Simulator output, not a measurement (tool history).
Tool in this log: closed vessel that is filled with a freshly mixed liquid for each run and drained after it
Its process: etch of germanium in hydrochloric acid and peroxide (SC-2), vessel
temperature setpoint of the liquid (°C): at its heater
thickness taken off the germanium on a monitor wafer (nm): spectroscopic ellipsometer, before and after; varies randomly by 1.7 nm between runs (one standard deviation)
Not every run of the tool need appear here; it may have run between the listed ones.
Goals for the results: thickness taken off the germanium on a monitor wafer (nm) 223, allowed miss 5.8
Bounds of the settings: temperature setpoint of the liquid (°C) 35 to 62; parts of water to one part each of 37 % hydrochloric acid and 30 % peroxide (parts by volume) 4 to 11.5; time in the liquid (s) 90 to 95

run	hour	temperature setpoint of the liquid (°C)	parts of water to one part each of 37 % hydrochloric acid and 30 % peroxide (parts by volume)	time in the liquid (s)	thickness taken off the germanium on a monitor wafer (nm)
1	0	46	6.5	90	153.46
2	4.2	46	5.5	90	155.03
3	10.7	47	5.5	90	157.91
4	16.9	48	5.5	90	165.43
5	20.9	48	5.5	95	170.95
6	23.9	49	5.5	95	180.16
7	28.4	50	5.5	95	187.84
8	33.4	50.5	5.5	95	186.98
9	39.4	51	5.5	95	188.87
10	42.7	51.5	5.5	95	194.3
11	49	52	5.5	95	199.55
12	50.7	52.5	5.5	95	200.95
13	54	53	5.5	95	203.71
14	61.6	53.5	5.5	95	207.99
15	64.3	55	5.5	95	217.9

Pick the move, out of 4, that brings all results within their allowed miss; only one does.
A	67	54	6	95	?
B	67	55.5	5	90	?
C	67	53.5	4.5	95	?
D	67	58.5	7	90	?

move	thickness taken off the germanium on a monitor wafer (nm)
A	209.98
B	209.8
C	208.53
D	226.5
A: the biggest miss grows against the last run
B: the biggest miss grows against the last run
C: the biggest miss grows against the last run
D: in spec on every target
D meets every target.
